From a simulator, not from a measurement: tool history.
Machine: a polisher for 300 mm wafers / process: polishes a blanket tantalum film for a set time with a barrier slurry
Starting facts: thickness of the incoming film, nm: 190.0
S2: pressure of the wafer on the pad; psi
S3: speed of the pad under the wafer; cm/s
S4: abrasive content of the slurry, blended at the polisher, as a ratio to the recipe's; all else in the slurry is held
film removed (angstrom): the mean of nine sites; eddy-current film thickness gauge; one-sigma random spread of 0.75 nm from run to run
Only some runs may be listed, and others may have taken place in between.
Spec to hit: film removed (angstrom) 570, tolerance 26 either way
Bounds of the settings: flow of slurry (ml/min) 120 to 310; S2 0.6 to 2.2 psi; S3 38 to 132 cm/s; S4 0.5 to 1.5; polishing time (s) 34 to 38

Run 1, hour 0: flow of slurry (ml/min) 200, S2 1.4 psi, S3 84 cm/s, S4 1, polishing time (s) 38. Result: film removed (angstrom) 430.3.
Run 2, hour 4.4: flow of slurry (ml/min) 220, S2 1.4 psi, S3 84 cm/s, S4 1, polishing time (s) 38. Result: film removed (angstrom) 436.37.
Run 3, hour 6.4: flow of slurry (ml/min) 200, S2 1.4 psi, S3 84 cm/s, S4 1, polishing time (s) 38. Result: film removed (angstrom) 428.48.
Run 4, hour 8: flow of slurry (ml/min) 200, S2 1.5 psi, S3 84 cm/s, S4 1, polishing time (s) 38. Result: film removed (angstrom) 458.79.
Run 5, hour 15.5: flow of slurry (ml/min) 200, S2 1.6 psi, S3 84 cm/s, S4 1, polishing time (s) 38. Result: film removed (angstrom) 481.29.
Run 6, hour 16.1: flow of slurry (ml/min) 225, S2 1.6 psi, S3 84 cm/s, S4 1, polishing time (s) 38. Result: film removed (angstrom) 492.13.
Run 7, hour 20.8: flow of slurry (ml/min) 225, S2 1.7 psi, S3 84 cm/s, S4 1, polishing time (s) 38. Result: film removed (angstrom) 534.54.
Run 8, hour 22.9: flow of slurry (ml/min) 230, S2 1.7 psi, S3 84 cm/s, S4 1, polishing time (s) 38. Result: film removed (angstrom) 527.52.

Below are 4 possible settings for the next run. Only one of them brings all results inside the allowed miss of their targets. Which is it?
Run A, hour 25: flow of slurry (ml/min) 205, S2 2 psi, S3 80 cm/s, S4 1.35, polishing time (s) 38. Result: film removed (angstrom) ?.
Run B, hour 25: flow of slurry (ml/min) 160, S2 1.9 psi, S3 78 cm/s, S4 1, polishing time (s) 37. Result: film removed (angstrom) ?.
Run C, hour 25: flow of slurry (ml/min) 250, S2 1.7 psi, S3 84 cm/s, S4 1, polishing time (s) 35. Result: film removed (angstrom) ?.
Run D, hour 25: flow of slurry (ml/min) 255, S2 2.2 psi, S3 60 cm/s, S4 1, polishing time (s) 38. Result: film removed (angstrom) ?.

move  film removed (angstrom)
   A                   637.51
   B                   512.81
   C                   485.57
   D                   554.26
A: pushes the last run's worst result past its target
B: lands further from the targets than the last run did
C: lands further from the targets than the last run did
D: every result within its allowed miss
D meets every target.
